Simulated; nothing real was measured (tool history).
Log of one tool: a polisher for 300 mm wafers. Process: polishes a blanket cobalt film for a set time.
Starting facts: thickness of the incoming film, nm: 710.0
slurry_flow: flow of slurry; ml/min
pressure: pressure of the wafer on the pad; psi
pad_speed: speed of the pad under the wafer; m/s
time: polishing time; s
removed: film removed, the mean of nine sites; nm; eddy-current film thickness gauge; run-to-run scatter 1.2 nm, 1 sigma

run  hour  slurry_flow  pressure  pad_speed  time  removed
  1     0          195       1.5       0.78    55   139.16
  2   3.2          240       1.5       0.78    55   142.57
  3   6.3          265       1.5       0.78    55   144.44
  4  12.3          265       1.6       0.78    55   155.35
  5  16.4          270       1.7       0.78    55   163.71
  6  23.1          270       1.7       0.78    55   165.32
  7  27.3          275       1.7       0.78    55   165.08
  8  32.9          280       1.7       0.78    55   165.36
  9  38.3          280       1.7       0.78    55   164.62

What will run 10 give?
 10  40.8          280       1.7       0.78    55        ?

Run 10 yielded removed 166.27 nm.
